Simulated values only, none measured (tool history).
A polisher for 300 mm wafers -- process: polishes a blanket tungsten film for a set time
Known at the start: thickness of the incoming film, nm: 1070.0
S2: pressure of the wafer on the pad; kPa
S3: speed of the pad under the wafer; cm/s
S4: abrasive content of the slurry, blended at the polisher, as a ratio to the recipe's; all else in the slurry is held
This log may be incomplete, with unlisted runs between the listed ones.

{"run": 1, "hour": 0.0, "flow of slurry (ml/min)": 215, "S2": 31.7, "S3": 134, "S4": 1.0, "polishing time (s)": 33, "film removed (nm)": 261.49}
{"run": 2, "hour": 4.7, "flow of slurry (ml/min)": 215, "S2": 31.7, "S3": 134, "S4": 1.1, "polishing time (s)": 33, "film removed (nm)": 269.51}
{"run": 3, "hour": 10.3, "flow of slurry (ml/min)": 195, "S2": 31.7, "S3": 134, "S4": 1.1, "polishing time (s)": 33, "film removed (nm)": 266.89}
{"run": 4, "hour": 11.4, "flow of slurry (ml/min)": 195, "S2": 31.7, "S3": 146, "S4": 1.1, "polishing time (s)": 33, "film removed (nm)": 288.79}
{"run": 5, "hour": 19.0, "flow of slurry (ml/min)": 195, "S2": 29.6, "S3": 146, "S4": 1.1, "polishing time (s)": 33, "film removed (nm)": 269.97}
{"run": 6, "hour": 19.9, "flow of slurry (ml/min)": 195, "S2": 29.6, "S3": 146, "S4": 1.1, "polishing time (s)": 29, "film removed (nm)": 237.81}
{"run": 7, "hour": 20.8, "flow of slurry (ml/min)": 190, "S2": 28.3, "S3": 146, "S4": 1.1, "polishing time (s)": 29, "film removed (nm)": 225.84}
{"run": 8, "hour": 22.0, "flow of slurry (ml/min)": 185, "S2": 27.6, "S3": 146, "S4": 1.1, "polishing time (s)": 29, "film removed (nm)": 219.91}
{"run": 9, "hour": 25.5, "flow of slurry (ml/min)": 185, "S2": 27.6, "S3": 146, "S4": 1.1, "polishing time (s)": 29, "film removed (nm)": 220.85}
{"run": 10, "hour": 33.2, "flow of slurry (ml/min)": 180, "S2": 26.9, "S3": 146, "S4": 1.1, "polishing time (s)": 29, "film removed (nm)": 212.73}
{"run": 11, "hour": 38.0, "flow of slurry (ml/min)": 175, "S2": 26.2, "S3": 146, "S4": 1.1, "polishing time (s)": 29, "film removed (nm)": 205.57}
{"run": 12, "hour": 45.4, "flow of slurry (ml/min)": 170, "S2": 25.5, "S3": 146, "S4": 1.1, "polishing time (s)": 29, "film removed (nm)": 203.62}
{"run": 13, "hour": 46.7, "flow of slurry (ml/min)": 170, "S2": 24.8, "S3": 146, "S4": 1.1, "polishing time (s)": 29, "film removed (nm)": 200.82}

What will run 14 give?
{"run": 14, "hour": 52.1, "flow of slurry (ml/min)": 165, "S2": 21.4, "S3": 146, "S4": 1.1, "polishing time (s)": 29, "film removed (nm)": "?"}

{"run 14": {"film removed (nm)": 171.49}}
